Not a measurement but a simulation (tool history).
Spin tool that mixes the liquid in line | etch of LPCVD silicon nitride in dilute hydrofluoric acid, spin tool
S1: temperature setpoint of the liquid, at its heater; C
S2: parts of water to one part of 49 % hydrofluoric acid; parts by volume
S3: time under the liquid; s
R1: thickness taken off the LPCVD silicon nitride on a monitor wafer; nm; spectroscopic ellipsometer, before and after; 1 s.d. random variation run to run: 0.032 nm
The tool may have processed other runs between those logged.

run,day,S1,S2,S3,R1
1,0,22,115,70,0.30806
2,0.238,22.5,105,70,0.36486
3,0.546,23,100,70,0.41125
4,0.879,23.5,95,70,0.43603
5,1.017,24,90,70,0.48661
6,1.162,22,90,70,0.41143
7,1.342,22.5,85,70,0.4242

Run 8 is up next; what results do you expect?
8,1.542,26.5,35,70,?

R1: 1.3731 nm
